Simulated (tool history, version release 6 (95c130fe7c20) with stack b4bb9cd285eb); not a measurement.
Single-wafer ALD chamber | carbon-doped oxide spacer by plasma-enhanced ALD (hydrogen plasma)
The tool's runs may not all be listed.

run  hour  heater temperature setpoint (°C)  number of ALD cycles (cycles)  mean film thickness on the monitor wafer (Å)
  1   0.0                               390                            327                                        151.93
  2   1.3                               398                            327                                        151.38
  3   6.4                               398                            351                                        163.29
  4   9.4                               406                            351                                        160.53
  5  14.4                               406                            326                                        149.34
  6  15.0                               406                            279                                        126.49
  7  20.3                               404                            317                                        145.07
  8  21.5                               403                            343                                        156.87
  9  23.2                               400                            361                                        167.78
 10  25.2                               399                            372                                        172.22

The next listed run, before its measurement:
 11  26.9                               398                            382                                             ?

mean film thickness on the monitor wafer (Å): 176.79

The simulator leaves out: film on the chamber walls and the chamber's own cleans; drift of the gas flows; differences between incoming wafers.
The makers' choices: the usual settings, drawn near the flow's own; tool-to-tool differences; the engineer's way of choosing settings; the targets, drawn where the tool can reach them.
